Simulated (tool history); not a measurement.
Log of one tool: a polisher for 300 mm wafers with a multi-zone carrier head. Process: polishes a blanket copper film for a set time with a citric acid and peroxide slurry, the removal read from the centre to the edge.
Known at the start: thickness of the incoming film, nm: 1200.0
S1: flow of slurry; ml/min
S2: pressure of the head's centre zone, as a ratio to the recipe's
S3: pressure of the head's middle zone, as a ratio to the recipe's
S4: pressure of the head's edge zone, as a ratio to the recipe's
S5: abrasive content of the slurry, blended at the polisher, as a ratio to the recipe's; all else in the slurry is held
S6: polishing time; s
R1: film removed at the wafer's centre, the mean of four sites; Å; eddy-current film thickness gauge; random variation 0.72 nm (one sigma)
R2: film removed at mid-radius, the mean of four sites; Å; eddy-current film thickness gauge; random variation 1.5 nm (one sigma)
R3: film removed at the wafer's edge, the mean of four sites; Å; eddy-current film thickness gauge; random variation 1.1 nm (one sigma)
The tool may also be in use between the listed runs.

run,hour,S1,S2,S3,S4,S5,S6,R1,R2,R3
1,0.0,145,1.00,1.00,1.00,1.00,51,1178.9,1197.8,1164.9
2,6.2,145,0.93,1.00,1.00,1.00,51,1098.2,1175.5,1158.7
3,13.9,145,0.94,1.00,0.97,0.90,50,1068.9,1161.9,1111.5
4,17.1,145,0.95,0.99,0.95,0.85,49,1051.2,1095.5,1047.1
5,24.2,125,0.95,0.99,0.95,0.85,49,1004.6,1060.4,1039.9
6,31.0,125,0.95,0.99,0.95,0.95,49,1015.4,1092.3,1087.0
7,34.9,125,0.95,0.99,0.94,0.85,49,994.4,1053.4,1025.9

The next listed run, before its measurement:
8,37.0,125,0.96,0.99,0.93,0.80,49,?,?,?

Run 8 gave R1 1005.8 Å, R2 1043.5 Å, R3 1025.2 Å.

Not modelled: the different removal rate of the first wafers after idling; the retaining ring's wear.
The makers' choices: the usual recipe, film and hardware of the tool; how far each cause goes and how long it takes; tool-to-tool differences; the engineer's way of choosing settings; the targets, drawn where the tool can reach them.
